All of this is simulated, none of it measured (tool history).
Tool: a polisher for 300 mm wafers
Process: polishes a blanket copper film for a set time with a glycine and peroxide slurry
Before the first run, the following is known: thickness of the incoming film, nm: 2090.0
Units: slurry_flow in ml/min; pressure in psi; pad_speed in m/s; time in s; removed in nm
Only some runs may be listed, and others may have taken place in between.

{"run": 1, "hour": 0.0, "slurry_flow": 135, "pressure": 3.2, "pad_speed": 1.08, "time": 37, "removed": 291.82}
{"run": 2, "hour": 0.7, "slurry_flow": 135, "pressure": 3.2, "pad_speed": 1.08, "time": 37, "removed": 290.18}
{"run": 3, "hour": 3.6, "slurry_flow": 135, "pressure": 2.9, "pad_speed": 1.06, "time": 37, "removed": 266.57}
{"run": 4, "hour": 4.3, "slurry_flow": 135, "pressure": 2.6, "pad_speed": 1.04, "time": 37, "removed": 249.17}
{"run": 5, "hour": 8.7, "slurry_flow": 135, "pressure": 2.4, "pad_speed": 1.0, "time": 37, "removed": 233.86}
{"run": 6, "hour": 16.7, "slurry_flow": 165, "pressure": 2.4, "pad_speed": 1.0, "time": 37, "removed": 242.5}
{"run": 7, "hour": 17.4, "slurry_flow": 160, "pressure": 2.2, "pad_speed": 0.96, "time": 37, "removed": 224.45}
{"run": 8, "hour": 26.0, "slurry_flow": 155, "pressure": 2.1, "pad_speed": 0.92, "time": 37, "removed": 210.27}
{"run": 9, "hour": 27.5, "slurry_flow": 150, "pressure": 2.0, "pad_speed": 0.9, "time": 37, "removed": 196.9}
{"run": 10, "hour": 28.6, "slurry_flow": 145, "pressure": 1.9, "pad_speed": 0.9, "time": 37, "removed": 192.09}
{"run": 11, "hour": 31.7, "slurry_flow": 140, "pressure": 1.8, "pad_speed": 0.9, "time": 37, "removed": 187.08}

Run 12 is up next; what results do you expect?
{"run": 12, "hour": 37.4, "slurry_flow": 135, "pressure": 1.7, "pad_speed": 0.9, "time": 37, "removed": "?"}

Run 12 produced removed 182.64 nm.
